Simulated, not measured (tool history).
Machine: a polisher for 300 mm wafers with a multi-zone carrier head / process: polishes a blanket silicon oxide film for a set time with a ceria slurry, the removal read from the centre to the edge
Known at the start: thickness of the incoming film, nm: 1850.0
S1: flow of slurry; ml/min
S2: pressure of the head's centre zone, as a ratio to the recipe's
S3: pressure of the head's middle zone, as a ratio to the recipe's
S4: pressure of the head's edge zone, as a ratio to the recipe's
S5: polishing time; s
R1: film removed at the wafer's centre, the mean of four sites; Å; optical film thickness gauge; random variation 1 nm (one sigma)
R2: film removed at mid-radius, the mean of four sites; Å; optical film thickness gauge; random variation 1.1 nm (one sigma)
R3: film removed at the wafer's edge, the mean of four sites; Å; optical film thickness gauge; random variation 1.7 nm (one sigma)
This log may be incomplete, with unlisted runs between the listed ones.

Run 1, day 0.000: S1 290 ml/min, S2 1.00, S3 1.00, S4 1.00, S5 31 s. Result: R1 2224.3 Å, R2 2160.2 Å, R3 2124.3 Å.
Run 2, day 0.058: S1 290 ml/min, S2 1.06, S3 1.00, S4 1.00, S5 31 s. Result: R1 2331.2 Å, R2 2166.8 Å, R3 2192.8 Å.
Run 3, day 0.262: S1 290 ml/min, S2 1.03, S3 0.98, S4 0.97, S5 30 s. Result: R1 2211.5 Å, R2 2081.1 Å, R3 2090.0 Å.
Run 4, day 0.625: S1 295 ml/min, S2 1.03, S3 0.97, S4 0.95, S5 29 s. Result: R1 2147.7 Å, R2 2003.6 Å, R3 1990.3 Å.
Run 5, day 0.692: S1 300 ml/min, S2 1.01, S3 0.96, S4 0.93, S5 28 s. Result: R1 2050.5 Å, R2 1939.5 Å, R3 1883.3 Å.
Run 6, day 0.725: S1 295 ml/min, S2 0.99, S3 0.94, S4 0.92, S5 27 s. Result: R1 1918.1 Å, R2 1832.3 Å, R3 1832.2 Å.
Run 7, day 1.046: S1 310 ml/min, S2 0.99, S3 0.93, S4 0.91, S5 26 s. Result: R1 1868.6 Å, R2 1724.4 Å, R3 1740.1 Å.
Run 8, day 1.304: S1 320 ml/min, S2 0.98, S3 0.93, S4 0.90, S5 26 s. Result: R1 1859.3 Å, R2 1748.3 Å, R3 1719.2 Å.
Run 9, day 1.642: S1 330 ml/min, S2 0.96, S3 0.92, S4 0.89, S5 26 s. Result: R1 1828.2 Å, R2 1744.0 Å, R3 1749.7 Å.
Run 10, day 1.771: S1 325 ml/min, S2 0.96, S3 0.92, S4 0.88, S5 25 s. Result: R1 1766.0 Å, R2 1692.1 Å, R3 1675.2 Å.
Run 11, day 1.917: S1 325 ml/min, S2 0.96, S3 0.92, S4 0.87, S5 25 s. Result: R1 1758.6 Å, R2 1669.3 Å, R3 1657.0 Å.
Run 12, day 1.946: S1 325 ml/min, S2 0.96, S3 0.92, S4 0.86, S5 25 s. Result: R1 1752.9 Å, R2 1694.5 Å, R3 1637.7 Å.

The next listed run, before its measurement:
Run 13, day 2.100: S1 325 ml/min, S2 0.96, S3 0.92, S4 0.86, S5 25 s. Result: R1 ?, R2 ?, R3 ?.

Run 13 produced R1 1743.8 Å, R2 1687.6 Å, R3 1648.0 Å.
